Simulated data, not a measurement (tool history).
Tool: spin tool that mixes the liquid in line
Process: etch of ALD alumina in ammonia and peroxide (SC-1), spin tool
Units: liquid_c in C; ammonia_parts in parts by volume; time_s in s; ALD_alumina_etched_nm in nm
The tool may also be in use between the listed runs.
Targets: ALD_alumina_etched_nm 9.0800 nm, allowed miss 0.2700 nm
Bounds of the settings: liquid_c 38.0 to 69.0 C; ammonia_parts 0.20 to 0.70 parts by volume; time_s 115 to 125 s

{"run": 1, "hour": 0.0, "liquid_c": 53.0, "ammonia_parts": 0.4, "time_s": 115, "ALD_alumina_etched_nm": 6.6576}
{"run": 2, "hour": 8.1, "liquid_c": 53.5, "ammonia_parts": 0.4, "time_s": 115, "ALD_alumina_etched_nm": 6.8578}
{"run": 3, "hour": 15.7, "liquid_c": 53.5, "ammonia_parts": 0.35, "time_s": 115, "ALD_alumina_etched_nm": 6.7084}
{"run": 4, "hour": 19.9, "liquid_c": 53.5, "ammonia_parts": 0.4, "time_s": 115, "ALD_alumina_etched_nm": 6.8509}
{"hour": 25.2, "done": "ammonia flow meter replaced"}
{"run": 5, "hour": 25.2, "liquid_c": 53.5, "ammonia_parts": 0.4, "time_s": 125, "ALD_alumina_etched_nm": 7.3332}
{"run": 6, "hour": 31.7, "liquid_c": 54.0, "ammonia_parts": 0.4, "time_s": 125, "ALD_alumina_etched_nm": 7.466}
{"run": 7, "hour": 36.5, "liquid_c": 54.5, "ammonia_parts": 0.4, "time_s": 125, "ALD_alumina_etched_nm": 7.7862}
{"run": 8, "hour": 44.1, "liquid_c": 55.0, "ammonia_parts": 0.4, "time_s": 125, "ALD_alumina_etched_nm": 8.0237}
{"run": 9, "hour": 46.4, "liquid_c": 55.5, "ammonia_parts": 0.4, "time_s": 125, "ALD_alumina_etched_nm": 8.1662}

5 next moves are on the table. One of them brings every result within its allowed miss. Which?
{"run": "A", "hour": 48.7, "liquid_c": 59.0, "ammonia_parts": 0.4, "time_s": 125, "ALD_alumina_etched_nm": "?"}
{"run": "B", "hour": 48.7, "liquid_c": 59.5, "ammonia_parts": 0.35, "time_s": 125, "ALD_alumina_etched_nm": "?"}
{"run": "C", "hour": 48.7, "liquid_c": 58.5, "ammonia_parts": 0.35, "time_s": 125, "ALD_alumina_etched_nm": "?"}
{"run": "D", "hour": 48.7, "liquid_c": 58.5, "ammonia_parts": 0.55, "time_s": 125, "ALD_alumina_etched_nm": "?"}
{"run": "E", "hour": 48.7, "liquid_c": 57.5, "ammonia_parts": 0.4, "time_s": 125, "ALD_alumina_etched_nm": "?"}

move=A ALD_alumina_etched_nm=9.7630
move=B ALD_alumina_etched_nm=9.8925
move=C ALD_alumina_etched_nm=9.3941
move=D ALD_alumina_etched_nm=9.8042
move=E ALD_alumina_etched_nm=9.0310
A: takes the result that was furthest off past its target
B: takes the result that was furthest off past its target
C: takes the result that was furthest off past its target
D: takes the result that was furthest off past its target
E: meets every target
Move E is the one to make.
